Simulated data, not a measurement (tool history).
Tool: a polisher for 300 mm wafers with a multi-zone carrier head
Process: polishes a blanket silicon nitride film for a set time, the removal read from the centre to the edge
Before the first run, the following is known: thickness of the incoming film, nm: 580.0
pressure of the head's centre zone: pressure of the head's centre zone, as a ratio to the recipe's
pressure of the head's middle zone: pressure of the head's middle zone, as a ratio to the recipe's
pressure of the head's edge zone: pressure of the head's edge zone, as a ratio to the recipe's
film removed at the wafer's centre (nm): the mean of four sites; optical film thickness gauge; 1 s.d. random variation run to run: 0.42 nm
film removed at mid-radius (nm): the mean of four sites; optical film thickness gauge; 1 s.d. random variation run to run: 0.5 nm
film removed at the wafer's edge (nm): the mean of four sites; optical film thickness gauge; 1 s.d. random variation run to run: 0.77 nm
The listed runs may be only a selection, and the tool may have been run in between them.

run,hour,flow of slurry (ml/min),pressure of the head's centre zone,pressure of the head's middle zone,pressure of the head's edge zone,polishing time (s),film removed at the wafer's centre (nm),film removed at mid-radius (nm),film removed at the wafer's edge (nm)
1,0.0,170,1.00,1.00,1.00,79,88.985,88.551,92.767
2,6.3,170,0.92,1.00,1.00,79,83.362,87.791,92.627
3,9.0,170,0.92,1.06,1.00,79,83.565,92.845,92.677
4,10.8,170,0.92,1.06,1.00,89,93.801,102.290,103.970
5,13.6,170,0.92,1.06,1.07,89,94.180,103.940,108.350
6,21.2,155,0.89,1.01,1.04,86,86.333,95.950,102.220
7,26.0,145,0.88,0.96,1.01,84,83.532,88.448,97.381
8,29.3,135,0.86,0.94,1.00,82,78.535,83.929,93.378

The next listed run, before its measurement:
9,30.7,100,0.81,0.84,0.93,79,?,?,?

Run 9 came out at film removed at the wafer's centre (nm) 67.142, film removed at mid-radius (nm) 72.208, film removed at the wafer's edge (nm) 85.105.

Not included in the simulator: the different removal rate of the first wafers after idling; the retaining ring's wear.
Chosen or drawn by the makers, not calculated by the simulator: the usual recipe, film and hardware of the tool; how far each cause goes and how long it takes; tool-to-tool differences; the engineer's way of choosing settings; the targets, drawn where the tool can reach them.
